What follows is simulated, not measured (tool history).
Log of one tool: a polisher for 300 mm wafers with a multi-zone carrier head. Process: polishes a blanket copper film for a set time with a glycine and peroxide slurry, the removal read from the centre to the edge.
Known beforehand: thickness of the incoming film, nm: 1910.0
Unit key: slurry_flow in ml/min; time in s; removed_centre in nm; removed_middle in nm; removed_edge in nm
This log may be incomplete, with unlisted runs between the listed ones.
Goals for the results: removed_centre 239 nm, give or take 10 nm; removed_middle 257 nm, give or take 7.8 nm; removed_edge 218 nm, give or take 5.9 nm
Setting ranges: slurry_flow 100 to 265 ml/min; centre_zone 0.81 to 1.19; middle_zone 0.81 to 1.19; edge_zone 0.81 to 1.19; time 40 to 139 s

run 1 hour=0 | slurry_flow=170 centre_zone=1 middle_zone=1 edge_zone=1 time=89 | removed_centre=352.9 removed_middle=371.39 removed_edge=375.89
run 2 hour=5.7 | slurry_flow=170 centre_zone=1.02 middle_zone=1.03 edge_zone=0.94 time=76 | removed_centre=306.52 removed_middle=323.86 removed_edge=308.47
run 3 hour=12.4 | slurry_flow=165 centre_zone=1.03 middle_zone=1.05 edge_zone=0.9 time=69 | removed_centre=276.89 removed_middle=296.48 removed_edge=273.7
run 4 hour=16.1 | slurry_flow=155 centre_zone=1.05 middle_zone=1.07 edge_zone=0.87 time=65 | removed_centre=275.31 removed_middle=282.17 removed_edge=252.67
run 5 hour=24.2 | slurry_flow=145 centre_zone=1.04 middle_zone=1.08 edge_zone=0.85 time=63 | removed_centre=255.4 removed_middle=272.46 removed_edge=240.88
run 6 hour=30.8 | slurry_flow=145 centre_zone=1.04 middle_zone=1.14 edge_zone=0.85 time=63 | removed_centre=255.88 removed_middle=282.79 removed_edge=240.28
run 7 hour=39.6 | slurry_flow=135 centre_zone=1.04 middle_zone=1.14 edge_zone=0.84 time=62 | removed_centre=252.71 removed_middle=278.76 removed_edge=235.38
run 8 hour=45.3 | slurry_flow=130 centre_zone=1.04 middle_zone=1.13 edge_zone=0.83 time=61 | removed_centre=238.13 removed_middle=269.39 removed_edge=227.33
run 9 hour=52.3 | slurry_flow=125 centre_zone=1.05 middle_zone=1.12 edge_zone=0.82 time=61 | removed_centre=243.32 removed_middle=264.82 removed_edge=226.95

Pick the move, out of 5, that brings all results within their allowed miss; only one does.
run A hour=59.3 | slurry_flow=100 centre_zone=1.04 middle_zone=1.05 edge_zone=0.92 time=63 | removed_centre=? removed_middle=? removed_edge=?
run B hour=59.3 | slurry_flow=130 centre_zone=1.08 middle_zone=1.1 edge_zone=0.85 time=61 | removed_centre=? removed_middle=? removed_edge=?
run C hour=59.3 | slurry_flow=110 centre_zone=1 middle_zone=1.11 edge_zone=0.89 time=64 | removed_centre=? removed_middle=? removed_edge=?
run D hour=59.3 | slurry_flow=105 centre_zone=1.08 middle_zone=1.12 edge_zone=0.82 time=60 | removed_centre=? removed_middle=? removed_edge=?
run E hour=59.3 | slurry_flow=100 centre_zone=1.03 middle_zone=1.18 edge_zone=0.83 time=65 | removed_centre=? removed_middle=? removed_edge=?

move=A removed_centre=237.05 removed_middle=251.52 removed_edge=236.95
move=B removed_centre=250.8 removed_middle=264.88 removed_edge=228.48
move=C removed_centre=236.13 removed_middle=272.53 removed_edge=239.8
move=D removed_centre=236.89 removed_middle=255.31 removed_edge=215.79
move=E removed_centre=242.45 removed_middle=286.88 removed_edge=233.38
A: misses by more than the last run did
B: misses by more than the last run did
C: misses by more than the last run did
D: all results in spec
E: misses by more than the last run did
So the answer is move D, the one that meets all the targets.

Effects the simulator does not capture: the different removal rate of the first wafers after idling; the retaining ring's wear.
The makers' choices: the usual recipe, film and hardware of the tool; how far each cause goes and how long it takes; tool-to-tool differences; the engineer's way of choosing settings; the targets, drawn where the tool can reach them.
